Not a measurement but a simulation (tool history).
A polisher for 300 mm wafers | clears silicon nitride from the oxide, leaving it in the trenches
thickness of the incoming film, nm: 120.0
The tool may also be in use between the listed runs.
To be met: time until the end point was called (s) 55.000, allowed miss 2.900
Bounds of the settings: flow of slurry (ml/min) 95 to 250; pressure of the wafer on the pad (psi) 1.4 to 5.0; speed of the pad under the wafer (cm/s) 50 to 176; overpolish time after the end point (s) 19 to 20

run  hour  flow of slurry (ml/min)  pressure of the wafer on the pad (psi)  speed of the pad under the wafer (cm/s)  overpolish time after the end point (s)  time until the end point was called (s)
  1   0.0                      160                                     3.2                                      112                                       19                                  100.070
  2   1.2                      160                                     3.6                                      114                                       19                                   85.510
  3   1.9                      160                                     3.9                                      114                                       19                                   78.181
  4   6.4                      160                                     4.1                                      114                                       19                                   77.467
  5  11.8                      160                                     4.1                                      102                                       19                                   86.445
  6  12.5                      160                                     4.3                                      106                                       19                                   76.726
  7  13.7                      160                                     4.5                                      108                                       19                                   73.608
  8  21.9                      160                                     4.6                                      112                                       19                                   69.413
  9  22.8                      160                                     4.7                                      116                                       19                                   66.293

5 next moves are on the table. One of them brings every result within its allowed miss. Which?
  A  23.7                      150                                     4.2                                      106                                       19                                        ?
  B  23.7                      140                                     4.6                                       86                                       20                                        ?
  C  23.7                      180                                     5.0                                      126                                       19                                        ?
  D  23.7                      165                                     4.6                                      110                                       20                                        ?
  E  23.7                      145                                     4.4                                      110                                       20                                        ?

move  time until the end point was called (s)
   A                                   81.025
   B                                   91.972
   C                                   55.940
   D                                   70.271
   E                                   75.196
A: further off than the last run
B: further off than the last run
C: meets every target
D: further off than the last run
E: further off than the last run
The right move is C.
